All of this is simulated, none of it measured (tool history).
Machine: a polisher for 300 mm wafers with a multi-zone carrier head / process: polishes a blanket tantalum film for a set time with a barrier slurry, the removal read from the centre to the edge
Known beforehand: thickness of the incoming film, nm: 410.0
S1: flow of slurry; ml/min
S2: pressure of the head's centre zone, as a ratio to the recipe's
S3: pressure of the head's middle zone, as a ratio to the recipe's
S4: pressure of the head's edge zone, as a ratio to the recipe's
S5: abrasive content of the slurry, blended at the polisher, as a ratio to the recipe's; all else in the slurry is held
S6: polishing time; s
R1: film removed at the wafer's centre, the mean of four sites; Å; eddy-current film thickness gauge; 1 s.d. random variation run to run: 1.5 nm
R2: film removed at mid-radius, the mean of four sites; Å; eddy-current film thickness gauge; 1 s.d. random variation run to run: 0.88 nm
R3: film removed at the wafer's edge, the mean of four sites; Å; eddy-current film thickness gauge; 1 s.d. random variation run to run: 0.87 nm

| run | hour | S1 | S2 | S3 | S4 | S5 | S6 | R1 | R2 | R3 |
|---|---|---|---|---|---|---|---|---|---|---|
| 1 | 0 | 295 | 1 | 1 | 1 | 1 | 75 | 882.89 | 892.56 | 915.17 |
| 2 | 7.5 | 295 | 1 | 1 | 1 | 1 | 91 | 1053.9 | 1088.7 | 1114 |
| 3 | 12.1 | 320 | 1 | 1 | 1 | 1 | 91 | 1061.6 | 1072.6 | 1125.4 |
| 4 | 17.8 | 320 | 1 | 1 | 1 | 0.8 | 91 | 1015.3 | 1014.9 | 1053.8 |
| 5 | 26.2 | 320 | 1 | 1.05 | 1.03 | 1 | 92 | 1115.5 | 1139 | 1125.2 |
| 6 | 31.6 | 320 | 0.93 | 1.05 | 1.03 | 1 | 92 | 1035.3 | 1153 | 1134.7 |
| 7 | 35 | 325 | 0.92 | 1.07 | 1.06 | 1.15 | 93 | 1073.8 | 1216.1 | 1221.1 |
| 8 | 37.5 | 325 | 0.92 | 1.1 | 1.07 | 1.25 | 93 | 1075.6 | 1268.2 | 1250.1 |

Run 9 comes next. What will it give?
| 9 | 43.6 | 335 | 0.94 | 1.13 | 1.08 | 1.35 | 93 | ? | ? | ? |

Run 9 measured R1 1094.7 Å, R2 1340.4 Å, R3 1268.7 Å.

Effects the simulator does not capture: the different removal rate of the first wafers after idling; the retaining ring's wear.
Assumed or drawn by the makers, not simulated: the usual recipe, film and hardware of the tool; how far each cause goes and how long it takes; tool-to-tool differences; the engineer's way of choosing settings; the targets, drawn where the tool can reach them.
